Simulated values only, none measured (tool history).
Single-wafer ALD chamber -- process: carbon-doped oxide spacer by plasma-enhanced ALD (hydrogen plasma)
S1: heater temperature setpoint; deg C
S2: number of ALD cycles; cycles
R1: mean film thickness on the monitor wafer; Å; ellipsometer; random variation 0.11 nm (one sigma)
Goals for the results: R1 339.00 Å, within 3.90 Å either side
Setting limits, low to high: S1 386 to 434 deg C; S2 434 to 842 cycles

{"run": 1, "hour": 0.0, "S1": 410, "S2": 638, "R1": 299.91}
{"run": 2, "hour": 0.7, "S1": 410, "S2": 594, "R1": 279.81}
{"run": 3, "hour": 8.0, "S1": 406, "S2": 611, "R1": 290.09}
{"run": 4, "hour": 14.9, "S1": 406, "S2": 689, "R1": 327.53}
{"run": 5, "hour": 23.4, "S1": 404, "S2": 690, "R1": 328.42}
{"run": 6, "hour": 25.2, "S1": 400, "S2": 690, "R1": 332.09}
{"run": 7, "hour": 31.2, "S1": 399, "S2": 691, "R1": 333.33}
{"run": 8, "hour": 36.9, "S1": 398, "S2": 692, "R1": 333.19}

Below are 5 possible settings for the next run. Only one of them brings all results inside the allowed miss of their targets. Which is it?
{"run": "A", "hour": 42.6, "S1": 393, "S2": 664, "R1": "?"}
{"run": "B", "hour": 42.6, "S1": 396, "S2": 701, "R1": "?"}
{"run": "C", "hour": 42.6, "S1": 386, "S2": 680, "R1": "?"}
{"run": "D", "hour": 42.6, "S1": 395, "S2": 670, "R1": "?"}
{"run": "E", "hour": 42.6, "S1": 400, "S2": 672, "R1": "?"}

move=A R1=322.59
move=B R1=340.56
move=C R1=330.36
move=D R1=325.50
move=E R1=326.27
A: its largest miss is bigger than the last run's
B: meets every target
C: its largest miss is bigger than the last run's
D: its largest miss is bigger than the last run's
E: its largest miss is bigger than the last run's
Correct choice: B, which meets every target
